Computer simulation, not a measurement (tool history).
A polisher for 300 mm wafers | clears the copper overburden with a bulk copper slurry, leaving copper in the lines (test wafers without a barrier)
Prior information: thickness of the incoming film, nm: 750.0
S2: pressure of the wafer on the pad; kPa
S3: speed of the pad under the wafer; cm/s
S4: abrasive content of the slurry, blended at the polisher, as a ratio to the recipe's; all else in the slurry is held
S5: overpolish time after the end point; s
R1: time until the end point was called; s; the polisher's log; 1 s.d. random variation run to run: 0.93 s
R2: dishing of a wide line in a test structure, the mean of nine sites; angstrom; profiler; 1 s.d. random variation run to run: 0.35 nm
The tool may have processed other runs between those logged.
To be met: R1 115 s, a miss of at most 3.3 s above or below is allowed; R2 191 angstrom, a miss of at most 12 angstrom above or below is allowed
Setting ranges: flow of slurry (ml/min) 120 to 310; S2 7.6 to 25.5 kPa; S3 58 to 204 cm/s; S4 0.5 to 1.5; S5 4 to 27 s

run 1 hour=0 | flow_of_slurry_(ml/min)=200 S2=16.5 S3=130 S4=1 S5=14 | R1=78.497 R2=262.6
run 2 hour=4.2 | flow_of_slurry_(ml/min)=195 S2=14.5 S3=132 S4=1 S5=12 | R1=87.88 R2=253.19
run 3 hour=12 | flow_of_slurry_(ml/min)=195 S2=14.5 S3=116 S4=1 S5=12 | R1=99.576 R2=246.91
run 4 hour=20 | flow_of_slurry_(ml/min)=195 S2=13.8 S3=116 S4=1.1 S5=10 | R1=103.06 R2=235.1
run 5 hour=28.3 | flow_of_slurry_(ml/min)=195 S2=13.8 S3=116 S4=1.25 S5=10 | R1=99.893 R2=232.65
run 6 hour=33.8 | flow_of_slurry_(ml/min)=200 S2=13.1 S3=116 S4=1.3 S5=9 | R1=102.18 R2=218.18
run 7 hour=39.4 | flow_of_slurry_(ml/min)=190 S2=9.7 S3=118 S4=1.45 S5=5 | R1=133.16 R2=145.83
run 8 hour=46.3 | flow_of_slurry_(ml/min)=245 S2=11.7 S3=116 S4=1.25 S5=8 | R1=113.06 R2=204.94
run 9 hour=53.7 | flow_of_slurry_(ml/min)=240 S2=11.7 S3=116 S4=1.25 S5=8 | R1=111.59 R2=209.26
run 10 hour=60 | flow_of_slurry_(ml/min)=235 S2=11.7 S3=116 S4=1.25 S5=8 | R1=112.58 R2=202.96
run 11 hour=65.3 | flow_of_slurry_(ml/min)=230 S2=11.7 S3=116 S4=1.25 S5=8 | R1=112.99 R2=199.02
run 12 hour=69.2 | flow_of_slurry_(ml/min)=225 S2=11.7 S3=116 S4=1.25 S5=8 | R1=115.8 R2=207.05

Exactly one of the 5 candidate moves below puts every result within its allowed miss. Which one?
run A hour=73.1 | flow_of_slurry_(ml/min)=260 S2=15.2 S3=86 S4=1.15 S5=10 | R1=? R2=?
run B hour=73.1 | flow_of_slurry_(ml/min)=225 S2=13.1 S3=104 S4=1.2 S5=12 | R1=? R2=?
run C hour=73.1 | flow_of_slurry_(ml/min)=225 S2=12.4 S3=110 S4=1.25 S5=9 | R1=? R2=?
run D hour=73.1 | flow_of_slurry_(ml/min)=220 S2=13.1 S3=106 S4=1.15 S5=12 | R1=? R2=?
run E hour=73.1 | flow_of_slurry_(ml/min)=145 S2=11.7 S3=120 S4=1.5 S5=7 | R1=? R2=?

move=A R1=119.94 R2=214.64
move=B R1=115.51 R2=228.65
move=C R1=114.05 R2=207.94
move=D R1=114.78 R2=229.05
move=E R1=114.25 R2=185.53
A: its largest miss is bigger than the last run's
B: its largest miss is bigger than the last run's
C: its largest miss is bigger than the last run's
D: its largest miss is bigger than the last run's
E: meets every target
The right move is E.

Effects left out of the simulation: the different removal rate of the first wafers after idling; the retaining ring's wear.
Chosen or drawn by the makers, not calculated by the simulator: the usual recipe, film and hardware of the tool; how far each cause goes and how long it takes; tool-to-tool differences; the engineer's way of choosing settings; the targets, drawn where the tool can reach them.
